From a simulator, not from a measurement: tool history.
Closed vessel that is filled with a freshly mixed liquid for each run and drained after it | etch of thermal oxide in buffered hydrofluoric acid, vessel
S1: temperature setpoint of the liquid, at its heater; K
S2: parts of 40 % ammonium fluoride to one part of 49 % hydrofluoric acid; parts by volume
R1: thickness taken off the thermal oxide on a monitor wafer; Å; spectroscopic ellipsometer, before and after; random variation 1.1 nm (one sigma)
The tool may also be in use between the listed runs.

Run 1, hour 0: S1 297.15 K, S2 10.5 parts by volume, time in the liquid (s) 95. Result: R1 1071.7 Å.
Run 2, hour 5.8: S1 299.15 K, S2 10.5 parts by volume, time in the liquid (s) 95. Result: R1 1189.1 Å.
Run 3, hour 10.9: S1 300.15 K, S2 10.5 parts by volume, time in the liquid (s) 95. Result: R1 1275.9 Å.
Run 4, hour 13.9: S1 301.15 K, S2 10.5 parts by volume, time in the liquid (s) 95. Result: R1 1342.5 Å.
Run 5, hour 16: S1 302.15 K, S2 10.5 parts by volume, time in the liquid (s) 95. Result: R1 1414 Å.
Run 6, hour 18: S1 302.65 K, S2 10.5 parts by volume, time in the liquid (s) 95. Result: R1 1455.5 Å.
Run 7, hour 23.8: S1 303.15 K, S2 10.5 parts by volume, time in the liquid (s) 95. Result: R1 1482.6 Å.
Run 8, hour 28: S1 303.65 K, S2 10.5 parts by volume, time in the liquid (s) 95. Result: R1 1525.6 Å.

Run 9 comes next. What will it give?
Run 9, hour 36.8: S1 304.15 K, S2 10.5 parts by volume, time in the liquid (s) 95. Result: R1 ?.

Run 9 gave R1 1582.3 Å.

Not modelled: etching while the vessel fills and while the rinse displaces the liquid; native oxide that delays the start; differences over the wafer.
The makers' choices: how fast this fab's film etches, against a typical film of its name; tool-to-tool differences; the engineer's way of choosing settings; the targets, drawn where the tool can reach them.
